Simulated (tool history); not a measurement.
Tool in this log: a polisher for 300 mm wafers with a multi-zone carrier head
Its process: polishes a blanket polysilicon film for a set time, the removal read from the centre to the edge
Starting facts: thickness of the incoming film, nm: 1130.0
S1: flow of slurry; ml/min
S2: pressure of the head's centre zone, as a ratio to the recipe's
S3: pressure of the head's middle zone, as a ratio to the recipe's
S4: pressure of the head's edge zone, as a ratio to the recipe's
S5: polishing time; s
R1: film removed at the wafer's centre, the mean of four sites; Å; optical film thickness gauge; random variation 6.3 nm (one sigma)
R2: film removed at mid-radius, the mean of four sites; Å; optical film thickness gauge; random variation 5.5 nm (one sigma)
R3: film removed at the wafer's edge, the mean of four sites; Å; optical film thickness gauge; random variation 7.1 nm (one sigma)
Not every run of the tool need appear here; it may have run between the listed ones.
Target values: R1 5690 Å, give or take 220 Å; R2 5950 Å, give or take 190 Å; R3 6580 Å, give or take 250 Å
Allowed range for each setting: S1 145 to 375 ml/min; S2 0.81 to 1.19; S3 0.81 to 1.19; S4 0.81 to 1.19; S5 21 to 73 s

run 1 hour=0 | S1=240 S2=1 S3=1 S4=1 S5=47 | R1=4658.7 R2=4730.3 R3=4951.2
run 2 hour=6.7 | S1=195 S2=1 S3=1 S4=1 S5=47 | R1=4564.4 R2=4547 R3=4745.3
run 3 hour=11.3 | S1=230 S2=1 S3=1 S4=1 S5=47 | R1=4570 R2=4721.4 R3=4883.2
run 4 hour=14.6 | S1=230 S2=0.96 S3=1 S4=1 S5=47 | R1=4501.3 R2=4667.9 R3=4849.8
run 5 hour=19.8 | S1=245 S2=0.98 S3=1.01 S4=1.03 S5=48 | R1=4686.4 R2=4839.3 R3=4984.4
run 6 hour=20.7 | S1=260 S2=0.96 S3=0.99 S4=1.03 S5=50 | R1=4772.5 R2=5024.4 R3=5252.8
run 7 hour=24.8 | S1=270 S2=0.96 S3=0.98 S4=1.04 S5=51 | R1=4936.9 R2=5176.9 R3=5423.9
run 8 hour=31.7 | S1=280 S2=0.96 S3=0.97 S4=1.06 S5=52 | R1=5034 R2=5268.1 R3=5595.8
run 9 hour=32.6 | S1=285 S2=0.96 S3=0.96 S4=1.07 S5=53 | R1=5225.4 R2=5310.9 R3=5765.6
run 10 hour=35.2 | S1=290 S2=0.95 S3=0.96 S4=1.08 S5=54 | R1=5247.8 R2=5387.6 R3=5873.1
run 11 hour=37.1 | S1=295 S2=0.95 S3=0.96 S4=1.09 S5=55 | R1=5278.5 R2=5601 R3=6097.8
run 12 hour=45.5 | S1=300 S2=0.96 S3=0.96 S4=1.1 S5=55 | R1=5368.8 R2=5491.2 R3=5984.5
run 13 hour=48.2 | S1=300 S2=0.95 S3=0.96 S4=1.1 S5=56 | R1=5372.6 R2=5585.1 R3=6155.4
run 14 hour=56 | S1=305 S2=0.95 S3=0.96 S4=1.1 S5=56 | R1=5505.4 R2=5498.9 R3=6269.5
run 15 hour=57 | S1=305 S2=0.94 S3=0.97 S4=1.09 S5=56 | R1=5426.3 R2=5649.6 R3=6231.1
run 16 hour=61.7 | S1=310 S2=0.94 S3=0.97 S4=1.09 S5=56 | R1=5466.6 R2=5620.7 R3=6149.3
run 17 hour=67 | S1=310 S2=0.94 S3=0.97 S4=1.09 S5=57 | R1=5578.4 R2=5802.5 R3=6207.7
run 18 hour=69.6 | S1=310 S2=0.94 S3=0.97 S4=1.1 S5=57 | R1=5543.8 R2=5827.3 R3=6272.9
run 19 hour=76.4 | S1=310 S2=0.94 S3=0.97 S4=1.11 S5=57 | R1=5560.8 R2=5695.8 R3=6240.3
run 20 hour=79.6 | S1=315 S2=0.94 S3=0.96 S4=1.1 S5=57 | R1=5515.1 R2=5706 R3=6285.9

Next run, 4 choices. One meets every target within its allowed miss, the rest don't. Which?
run A hour=82.8 | S1=335 S2=0.97 S3=0.86 S4=1.13 S5=55 | R1=? R2=? R3=?
run B hour=82.8 | S1=290 S2=0.96 S3=0.98 S4=1 S5=57 | R1=? R2=? R3=?
run C hour=82.8 | S1=280 S2=0.87 S3=1.08 S4=1.09 S5=56 | R1=? R2=? R3=?
run D hour=82.8 | S1=310 S2=0.95 S3=0.98 S4=1.17 S5=58 | R1=? R2=? R3=?

move=A R1=5622.5 R2=5151.7 R3=6116.3
move=B R1=5680.9 R2=5742.2 R3=5893.3
move=C R1=5035.4 R2=6011 R3=6017.4
move=D R1=5763.2 R2=5881.7 R3=6522
A: further off than the last run
B: further off than the last run
C: corrects the largest miss of the last run, while another result sits out of spec
D: every result lands within tolerance
Move D is the one to make.
